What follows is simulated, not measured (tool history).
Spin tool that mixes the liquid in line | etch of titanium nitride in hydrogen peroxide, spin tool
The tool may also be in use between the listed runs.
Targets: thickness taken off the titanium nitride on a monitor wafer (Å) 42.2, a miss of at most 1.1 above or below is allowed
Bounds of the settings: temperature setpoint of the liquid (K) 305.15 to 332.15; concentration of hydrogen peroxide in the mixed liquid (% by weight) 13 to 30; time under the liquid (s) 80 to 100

run,hour,temperature setpoint of the liquid (K),concentration of hydrogen peroxide in the mixed liquid (% by weight),time under the liquid (s),thickness taken off the titanium nitride on a monitor wafer (Å)
1,0,316.15,26,100,27.916
2,1,316.15,26,80,22.508
3,5.5,318.15,26,80,25.837
4,8.2,318.15,26,100,32.01
5,11.3,321.15,26,100,40.109
6,15.2,321.15,26,80,32.301
7,19.4,322.15,26,80,34.507
8,26.5,323.15,26,80,37.68

Which of these 5 next moves meets every target?
A,33.6,322.65,28.5,100,?
B,33.6,321.65,25,95,?
C,33.6,320.65,28,85,?
D,33.6,322.65,25.5,100,?
E,33.6,322.65,25.5,95,?

move,thickness taken off the titanium nitride on a monitor wafer (Å)
A,46.003
B,39.487
C,33.665
D,44.892
E,42.648
A: the result that was furthest off in the last run now lies on the other side of its target
B: moves toward the targets from the last run without getting all of them in spec
C: the biggest miss grows against the last run
D: the result that was furthest off in the last run now lies on the other side of its target
E: each result inside its tolerance
E meets every target.
